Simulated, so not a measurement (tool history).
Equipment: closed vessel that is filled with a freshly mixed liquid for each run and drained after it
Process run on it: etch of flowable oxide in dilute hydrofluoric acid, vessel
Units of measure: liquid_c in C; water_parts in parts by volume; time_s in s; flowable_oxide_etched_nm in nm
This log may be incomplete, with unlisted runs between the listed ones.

{"run": 1, "hour": 0.0, "liquid_c": 26.0, "water_parts": 90, "time_s": 30, "flowable_oxide_etched_nm": 18.39}
{"run": 2, "hour": 7.0, "liquid_c": 28.5, "water_parts": 70, "time_s": 30, "flowable_oxide_etched_nm": 26.693}
{"run": 3, "hour": 9.2, "liquid_c": 30.0, "water_parts": 55, "time_s": 30, "flowable_oxide_etched_nm": 36.807}
{"run": 4, "hour": 16.2, "liquid_c": 30.0, "water_parts": 80, "time_s": 30, "flowable_oxide_etched_nm": 24.361}
{"run": 5, "hour": 21.1, "liquid_c": 26.5, "water_parts": 80, "time_s": 30, "flowable_oxide_etched_nm": 21.109}
{"run": 6, "hour": 29.2, "liquid_c": 26.5, "water_parts": 50, "time_s": 30, "flowable_oxide_etched_nm": 35.342}
{"run": 7, "hour": 36.0, "liquid_c": 28.5, "water_parts": 40, "time_s": 30, "flowable_oxide_etched_nm": 48.977}
{"run": 8, "hour": 40.3, "liquid_c": 30.0, "water_parts": 40, "time_s": 30, "flowable_oxide_etched_nm": 51.77}
{"run": 9, "hour": 46.9, "liquid_c": 31.0, "water_parts": 40, "time_s": 30, "flowable_oxide_etched_nm": 53.677}
{"run": 10, "hour": 54.7, "liquid_c": 31.0, "water_parts": 40, "time_s": 30, "flowable_oxide_etched_nm": 53.907}
{"run": 11, "hour": 59.2, "liquid_c": 32.0, "water_parts": 40, "time_s": 30, "flowable_oxide_etched_nm": 55.809}
{"run": 12, "hour": 63.2, "liquid_c": 32.5, "water_parts": 40, "time_s": 30, "flowable_oxide_etched_nm": 57.779}
{"run": 13, "hour": 69.0, "liquid_c": 33.0, "water_parts": 40, "time_s": 30, "flowable_oxide_etched_nm": 58.12}

Run 14 is up next; what results do you expect?
{"run": 14, "hour": 74.0, "liquid_c": 33.5, "water_parts": 40, "time_s": 30, "flowable_oxide_etched_nm": "?"}

{"run 14": {"flowable_oxide_etched_nm": 59.723}}
